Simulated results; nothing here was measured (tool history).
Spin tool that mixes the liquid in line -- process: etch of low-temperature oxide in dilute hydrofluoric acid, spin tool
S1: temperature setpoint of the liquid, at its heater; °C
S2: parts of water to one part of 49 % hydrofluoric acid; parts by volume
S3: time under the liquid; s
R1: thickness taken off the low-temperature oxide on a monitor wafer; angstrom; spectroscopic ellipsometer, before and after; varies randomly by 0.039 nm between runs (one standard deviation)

{"run": 1, "day": 0.0, "S1": 24, "S2": 75, "S3": 15, "R1": 52.926}
{"run": 2, "day": 0.167, "S1": 25, "S2": 75, "S3": 15, "R1": 56.092}
{"run": 3, "day": 0.317, "S1": 25.5, "S2": 75, "S3": 15, "R1": 56.899}
{"run": 4, "day": 0.633, "S1": 25.5, "S2": 55, "S3": 15, "R1": 79.122}
{"run": 5, "day": 0.938, "S1": 25.5, "S2": 45, "S3": 15, "R1": 97.844}
{"run": 6, "day": 1.142, "S1": 23, "S2": 45, "S3": 15, "R1": 87.372}
{"run": 7, "day": 1.221, "S1": 21, "S2": 50, "S3": 15, "R1": 72.244}

What will run 8 give?
{"day": 1.304, "done": "hydrofluoric acid flow meter replaced"}
{"run": 8, "day": 1.304, "S1": 20, "S2": 50, "S3": 15, "R1": "?"}

{"run 8": {"R1": 63.082}}
